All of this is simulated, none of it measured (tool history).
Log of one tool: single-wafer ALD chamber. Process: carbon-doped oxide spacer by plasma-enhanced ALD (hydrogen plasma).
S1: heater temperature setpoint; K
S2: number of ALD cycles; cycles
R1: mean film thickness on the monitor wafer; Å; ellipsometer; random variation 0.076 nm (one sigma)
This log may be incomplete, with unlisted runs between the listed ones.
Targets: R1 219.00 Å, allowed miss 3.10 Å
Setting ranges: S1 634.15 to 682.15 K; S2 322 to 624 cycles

run,hour,S1,S2,R1
1,0.0,658.15,473,234.16
2,0.6,658.15,466,229.93
3,6.1,658.15,461,227.06
4,13.7,658.15,457,226.91
5,22.4,658.15,404,199.86
6,25.2,658.15,413,203.65
7,26.0,658.15,420,208.15
8,33.7,658.15,425,210.06
9,41.2,658.15,429,211.28
10,47.6,658.15,433,214.08
11,53.8,658.15,435,214.80

Exercise: of the 5 proposed moves below, exactly one satisfies all targets within the stated allowed misses. Which move is it?
A,60.0,643.15,441,?
B,60.0,660.15,419,?
C,60.0,657.15,424,?
D,60.0,655.15,455,?
E,60.0,659.15,427,?

move,R1
A,218.65
B,207.74
C,210.22
D,225.59
E,211.71
A: all results land within tolerance of their targets
B: misses by more than the last run did
C: misses by more than the last run did
D: carries the result that was furthest off beyond its target, to the other side
E: misses by more than the last run did
The move that meets every target is A.
